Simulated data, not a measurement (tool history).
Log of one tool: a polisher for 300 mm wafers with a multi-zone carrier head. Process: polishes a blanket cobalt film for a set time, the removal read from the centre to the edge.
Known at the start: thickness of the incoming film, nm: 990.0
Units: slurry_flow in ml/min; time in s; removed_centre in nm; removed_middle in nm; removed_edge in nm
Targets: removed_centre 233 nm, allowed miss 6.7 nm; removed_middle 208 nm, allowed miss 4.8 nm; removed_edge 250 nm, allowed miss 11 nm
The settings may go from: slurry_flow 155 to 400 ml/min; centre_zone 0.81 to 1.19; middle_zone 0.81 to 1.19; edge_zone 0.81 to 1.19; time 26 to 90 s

run 1 hour=0 | slurry_flow=255 centre_zone=1 middle_zone=1 edge_zone=1 time=58 | removed_centre=411.8 removed_middle=402.66 removed_edge=408.4
run 2 hour=5.3 | slurry_flow=250 centre_zone=0.99 middle_zone=0.98 edge_zone=1 time=55 | removed_centre=393.09 removed_middle=375.19 removed_edge=384.35
run 3 hour=11.6 | slurry_flow=245 centre_zone=0.97 middle_zone=0.96 edge_zone=1.01 time=52 | removed_centre=361.03 removed_middle=349.88 removed_edge=365.98
run 4 hour=12.7 | slurry_flow=240 centre_zone=0.96 middle_zone=0.94 edge_zone=1.02 time=49 | removed_centre=332.13 removed_middle=324 removed_edge=346.13
run 5 hour=19.2 | slurry_flow=235 centre_zone=0.96 middle_zone=0.92 edge_zone=1.02 time=47 | removed_centre=321.84 removed_middle=301.74 removed_edge=329.57
run 6 hour=22.5 | slurry_flow=235 centre_zone=0.91 middle_zone=0.92 edge_zone=1.02 time=47 | removed_centre=305.15 removed_middle=298.49 removed_edge=323.2
run 7 hour=25.3 | slurry_flow=230 centre_zone=0.91 middle_zone=0.91 edge_zone=1.02 time=45 | removed_centre=288.08 removed_middle=288.8 removed_edge=313.24
run 8 hour=34.1 | slurry_flow=230 centre_zone=0.91 middle_zone=0.9 edge_zone=1.02 time=43 | removed_centre=274.24 removed_middle=272.47 removed_edge=298.9

Which of these 4 next moves meets every target?
run A hour=42.9 | slurry_flow=225 centre_zone=0.94 middle_zone=0.82 edge_zone=1.07 time=38 | removed_centre=? removed_middle=? removed_edge=?
run B hour=42.9 | slurry_flow=215 centre_zone=0.94 middle_zone=0.87 edge_zone=1.02 time=36 | removed_centre=? removed_middle=? removed_edge=?
run C hour=42.9 | slurry_flow=160 centre_zone=0.94 middle_zone=0.82 edge_zone=1 time=38 | removed_centre=? removed_middle=? removed_edge=?
run D hour=42.9 | slurry_flow=195 centre_zone=1 middle_zone=0.9 edge_zone=1.05 time=36 | removed_centre=? removed_middle=? removed_edge=?

move=A removed_centre=253.08 removed_middle=220.11 removed_edge=264.18
move=B removed_centre=238.03 removed_middle=217.43 removed_edge=243.18
move=C removed_centre=236.14 removed_middle=206.97 removed_edge=244.43
move=D removed_centre=248.91 removed_middle=220 removed_edge=243.57
A: nearer than the last run, and not there yet
B: nearer than the last run, and not there yet
C: meets every target
D: nearer than the last run, and not there yet
The right move is C.
